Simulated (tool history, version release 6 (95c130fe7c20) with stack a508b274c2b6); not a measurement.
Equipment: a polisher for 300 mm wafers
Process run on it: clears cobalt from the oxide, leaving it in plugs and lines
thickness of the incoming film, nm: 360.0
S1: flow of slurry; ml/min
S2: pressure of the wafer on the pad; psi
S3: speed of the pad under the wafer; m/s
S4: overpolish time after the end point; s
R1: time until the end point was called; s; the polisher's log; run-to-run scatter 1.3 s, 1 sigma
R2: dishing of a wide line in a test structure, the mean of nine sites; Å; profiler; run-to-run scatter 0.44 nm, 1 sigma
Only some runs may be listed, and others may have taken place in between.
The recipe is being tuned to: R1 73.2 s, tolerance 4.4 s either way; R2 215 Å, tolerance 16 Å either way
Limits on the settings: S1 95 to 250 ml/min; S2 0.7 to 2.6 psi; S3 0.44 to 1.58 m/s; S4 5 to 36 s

run 1 hour=0 | S1=160 S2=1.6 S3=1 S4=18 | R1=110.88 R2=437.82
run 2 hour=3.3 | S1=160 S2=1.6 S3=0.88 S4=18 | R1=123.61 R2=385.6
run 3 hour=10.9 | S1=170 S2=1.7 S3=0.84 S4=17 | R1=117.49 R2=371.81
run 4 hour=18.1 | S1=180 S2=1.8 S3=0.8 S4=16 | R1=116.58 R2=366.15
run 5 hour=22.2 | S1=160 S2=1.8 S3=0.8 S4=16 | R1=121.94 R2=375.49
run 6 hour=28.1 | S1=160 S2=1.8 S3=0.8 S4=22 | R1=119.11 R2=448.2
run 7 hour=30.2 | S1=170 S2=1.9 S3=0.78 S4=20 | R1=117.67 R2=431.48
run 8 hour=33.8 | S1=180 S2=1.8 S3=0.84 S4=18 | R1=111.06 R2=418.38
run 9 hour=37.9 | S1=185 S2=1.9 S3=0.82 S4=17 | R1=105.49 R2=409.91
run 10 hour=46.9 | S1=190 S2=2 S3=0.8 S4=16 | R1=104.2 R2=423.9
run 11 hour=47.7 | S1=145 S2=1.5 S3=1.08 S4=7 | R1=107.5 R2=203.56
run 12 hour=51.7 | S1=140 S2=1.6 S3=1.1 S4=7 | R1=98.621 R2=206.9
run 13 hour=54.2 | S1=140 S2=1.8 S3=1.12 S4=6 | R1=92.788 R2=203.02

Pick the move, out of 5, that brings all results within their allowed miss; only one does.
run A hour=56.7 | S1=95 S2=1.7 S3=0.86 S4=10 | R1=? R2=?
run B hour=56.7 | S1=135 S2=1.7 S3=1.04 S4=8 | R1=? R2=?
run C hour=56.7 | S1=150 S2=1.9 S3=0.76 S4=8 | R1=? R2=?
run D hour=56.7 | S1=140 S2=1.9 S3=0.86 S4=9 | R1=? R2=?
run E hour=56.7 | S1=165 S2=1.9 S3=1.3 S4=5 | R1=? R2=?

move=A R1=136.23 R2=236.83
move=B R1=104.28 R2=245.52
move=C R1=121.84 R2=215.56
move=D R1=110.52 R2=257.94
move=E R1=73.233 R2=222.51
A: the biggest miss grows against the last run
B: the biggest miss grows against the last run
C: the biggest miss grows against the last run
D: the biggest miss grows against the last run
E: every result within its allowed miss
E meets every target.
